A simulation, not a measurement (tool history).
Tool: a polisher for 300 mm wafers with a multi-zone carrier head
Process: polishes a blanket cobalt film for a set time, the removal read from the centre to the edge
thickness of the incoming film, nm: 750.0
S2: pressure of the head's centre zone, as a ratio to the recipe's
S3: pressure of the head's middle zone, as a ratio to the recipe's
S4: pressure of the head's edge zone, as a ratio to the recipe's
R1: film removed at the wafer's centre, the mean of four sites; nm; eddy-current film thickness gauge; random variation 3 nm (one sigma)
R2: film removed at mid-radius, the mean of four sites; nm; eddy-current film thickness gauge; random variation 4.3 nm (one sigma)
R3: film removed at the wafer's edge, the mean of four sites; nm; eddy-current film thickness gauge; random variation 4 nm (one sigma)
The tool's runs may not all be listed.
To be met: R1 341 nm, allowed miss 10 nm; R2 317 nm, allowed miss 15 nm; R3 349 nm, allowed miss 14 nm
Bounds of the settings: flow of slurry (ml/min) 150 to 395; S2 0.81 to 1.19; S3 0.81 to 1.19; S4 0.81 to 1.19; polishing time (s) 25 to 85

{"run": 1, "hour": 0.0, "flow of slurry (ml/min)": 250, "S2": 1, "S3": 1, "S4": 1, "polishing time (s)": 55, "R1": 294.91, "R2": 288.22, "R3": 294.82}
{"run": 2, "hour": 8.6, "flow of slurry (ml/min)": 250, "S2": 0.92, "S3": 1, "S4": 1, "polishing time (s)": 55, "R1": 267.79, "R2": 284.73, "R3": 298.81}
{"run": 3, "hour": 10.0, "flow of slurry (ml/min)": 250, "S2": 0.92, "S3": 1, "S4": 1.05, "polishing time (s)": 55, "R1": 265.81, "R2": 287.68, "R3": 304.61}
{"run": 4, "hour": 18.0, "flow of slurry (ml/min)": 250, "S2": 0.92, "S3": 1, "S4": 1.1, "polishing time (s)": 55, "R1": 269.62, "R2": 288.21, "R3": 307.69}
{"run": 5, "hour": 20.1, "flow of slurry (ml/min)": 260, "S2": 0.94, "S3": 0.99, "S4": 1.11, "polishing time (s)": 57, "R1": 290.23, "R2": 299.23, "R3": 323.36}
{"run": 6, "hour": 21.2, "flow of slurry (ml/min)": 260, "S2": 0.94, "S3": 0.99, "S4": 1.11, "polishing time (s)": 52, "R1": 262.2, "R2": 276.05, "R3": 289.11}
{"run": 7, "hour": 26.1, "flow of slurry (ml/min)": 255, "S2": 0.96, "S3": 0.98, "S4": 1.11, "polishing time (s)": 55, "R1": 285.6, "R2": 287.43, "R3": 308.05}
{"run": 8, "hour": 30.8, "flow of slurry (ml/min)": 260, "S2": 0.97, "S3": 0.97, "S4": 1.12, "polishing time (s)": 56, "R1": 296.47, "R2": 296.06, "R3": 312.24}
{"run": 9, "hour": 33.6, "flow of slurry (ml/min)": 255, "S2": 0.97, "S3": 0.95, "S4": 1.13, "polishing time (s)": 58, "R1": 297.76, "R2": 291.16, "R3": 327.62}
{"run": 10, "hour": 34.6, "flow of slurry (ml/min)": 270, "S2": 0.98, "S3": 0.95, "S4": 1.14, "polishing time (s)": 59, "R1": 311.66, "R2": 298.49, "R3": 331.02}
{"run": 11, "hour": 41.0, "flow of slurry (ml/min)": 270, "S2": 0.98, "S3": 0.95, "S4": 1.14, "polishing time (s)": 59, "R1": 315.89, "R2": 301.47, "R3": 340.05}

4 next moves are on the table. One of them brings every result within its allowed miss. Which?
{"run": "A", "hour": 47.4, "flow of slurry (ml/min)": 250, "S2": 1.04, "S3": 0.92, "S4": 1.15, "polishing time (s)": 65, "R1": "?", "R2": "?", "R3": "?"}
{"run": "B", "hour": 47.4, "flow of slurry (ml/min)": 290, "S2": 1.01, "S3": 0.91, "S4": 1.15, "polishing time (s)": 55, "R1": "?", "R2": "?", "R3": "?"}
{"run": "C", "hour": 47.4, "flow of slurry (ml/min)": 275, "S2": 1.01, "S3": 0.88, "S4": 1.12, "polishing time (s)": 66, "R1": "?", "R2": "?", "R3": "?"}
{"run": "D", "hour": 47.4, "flow of slurry (ml/min)": 265, "S2": 1.03, "S3": 0.97, "S4": 1.18, "polishing time (s)": 61, "R1": "?", "R2": "?", "R3": "?"}

move=A R1=356.21 R2=315.98 R3=374.03
move=B R1=298.31 R2=269.6 R3=320.69
move=C R1=355.58 R2=312.84 R3=378.69
move=D R1=333.81 R2=312.18 R3=356.89
A: takes the result that was furthest off past its target
B: further off than the last run
C: takes the result that was furthest off past its target
D: meets every target
Answer: D
